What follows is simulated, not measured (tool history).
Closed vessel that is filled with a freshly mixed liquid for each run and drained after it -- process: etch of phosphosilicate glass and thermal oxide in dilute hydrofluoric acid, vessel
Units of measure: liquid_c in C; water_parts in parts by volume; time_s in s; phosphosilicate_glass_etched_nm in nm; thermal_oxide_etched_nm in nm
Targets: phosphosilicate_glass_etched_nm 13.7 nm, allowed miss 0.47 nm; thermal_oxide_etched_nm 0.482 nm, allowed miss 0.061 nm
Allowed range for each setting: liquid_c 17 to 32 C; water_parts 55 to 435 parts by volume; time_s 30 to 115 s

run  hour  liquid_c  water_parts  time_s  phosphosilicate_glass_etched_nm  thermal_oxide_etched_nm
  1     0        24          245      60                           29.891                   1.0631
  2   2.7      20.5          245      60                             26.7                   0.9644
  3   8.5      20.5          175      60                           39.594                   1.3624
  4  12.1        20          220      60                           29.399                   1.1236
  5  15.2        23          220      60                           33.112                   1.1245
  6  16.4      25.5          220      60                            35.79                   1.2994
  7  17.1      23.5          255      60                           27.859                   1.0246
  8  25.3      19.5          350      60                           15.926                   0.5278
  9  31.7        19          355      60                           15.599                  0.53717
 10  35.3      18.5          360      60                           14.972                  0.51154
 11  43.7        18          360      60                           14.639                  0.52934
 12    52        18          365      60                           14.353                  0.52014

Pick the move, out of 4, that brings all results within their allowed miss; only one does.
  A  60.3        17          220      35                                ?                        ?
  B  60.3        23          380      55                                ?                        ?
  C  60.3        21          335      45                                ?                        ?
  D  60.3        20          380      65                                ?                        ?

move  phosphosilicate_glass_etched_nm  thermal_oxide_etched_nm
   A                           15.503                  0.50392
   B                           15.222                  0.49477
   C                           13.723                  0.44605
   D                           16.229                   0.5275
A: misses by more than the last run did
B: misses by more than the last run did
C: all results land within tolerance of their targets
D: misses by more than the last run did
C meets every target.
